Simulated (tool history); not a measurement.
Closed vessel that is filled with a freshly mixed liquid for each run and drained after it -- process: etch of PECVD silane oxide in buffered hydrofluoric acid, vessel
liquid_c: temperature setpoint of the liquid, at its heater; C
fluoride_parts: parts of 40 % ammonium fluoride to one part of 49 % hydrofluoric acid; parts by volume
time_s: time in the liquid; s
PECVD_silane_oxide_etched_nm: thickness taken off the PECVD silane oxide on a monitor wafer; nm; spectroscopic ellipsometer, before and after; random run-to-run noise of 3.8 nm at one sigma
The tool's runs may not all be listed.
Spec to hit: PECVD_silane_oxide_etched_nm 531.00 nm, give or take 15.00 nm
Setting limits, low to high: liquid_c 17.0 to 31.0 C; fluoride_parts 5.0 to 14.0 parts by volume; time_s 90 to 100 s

run	hour	liquid_c	fluoride_parts	time_s	PECVD_silane_oxide_etched_nm
1	0.0	23.0	8.5	90	252.41
2	1.0	23.0	10.5	90	213.75
3	7.5	23.0	13.0	90	174.85
4	8.7	19.5	13.0	90	141.04
5	10.2	22.0	13.0	90	161.99
6	15.6	24.5	10.5	90	231.96
7	20.1	26.5	9.0	90	289.48
8	24.3	28.0	8.0	90	359.70
9	26.4	31.0	6.0	90	544.96

Of the 4 settings listed for the next run, only one would bring every result within its allowed miss of target. Which one?
A	28.5	30.5	6.0	95	?
B	28.5	30.5	5.5	90	?
C	28.5	30.5	6.5	95	?
D	28.5	29.5	6.0	100	?

move	PECVD_silane_oxide_etched_nm
A	560.40
B	571.42
C	522.97
D	559.83
A: lands further from the targets than the last run did
B: lands further from the targets than the last run did
C: every result lands within tolerance
D: lands further from the targets than the last run did
Go with C: it meets all targets.
